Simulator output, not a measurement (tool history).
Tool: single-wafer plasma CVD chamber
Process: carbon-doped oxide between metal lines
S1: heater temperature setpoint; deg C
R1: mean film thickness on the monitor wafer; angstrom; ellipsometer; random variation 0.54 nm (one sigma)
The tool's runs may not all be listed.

Run 1, hour 0.0: S1 350 deg C, chamber pressure (Torr) 6.97, RF power (W) 520, deposition time (s) 22.3. Result: R1 1309.7 angstrom.
Run 2, hour 7.5: S1 348 deg C, chamber pressure (Torr) 7.09, RF power (W) 535, deposition time (s) 22.3. Result: R1 1347.6 angstrom.
Run 3, hour 14.2: S1 355 deg C, chamber pressure (Torr) 7.09, RF power (W) 535, deposition time (s) 22.3. Result: R1 1333.7 angstrom.
Run 4, hour 18.6: S1 364 deg C, chamber pressure (Torr) 7.09, RF power (W) 535, deposition time (s) 22.3. Result: R1 1301.4 angstrom.
Run 5, hour 25.0: S1 364 deg C, chamber pressure (Torr) 7.09, RF power (W) 535, deposition time (s) 21.1. Result: R1 1230.7 angstrom.
At hour 32.9: thermocouple changed; heater temperature recalibrated.
Run 6, hour 32.9: S1 364 deg C, chamber pressure (Torr) 7.09, RF power (W) 500, deposition time (s) 21.1. Result: R1 1170.1 angstrom.
Run 7, hour 38.6: S1 361 deg C, chamber pressure (Torr) 7.27, RF power (W) 525, deposition time (s) 21.2. Result: R1 1237.0 angstrom.

Run 8 comes next. What will it give?
Run 8, hour 39.5: S1 359 deg C, chamber pressure (Torr) 7.52, RF power (W) 545, deposition time (s) 21.2. Result: R1 ?.

{"run 8": {"R1": 1280.2}}
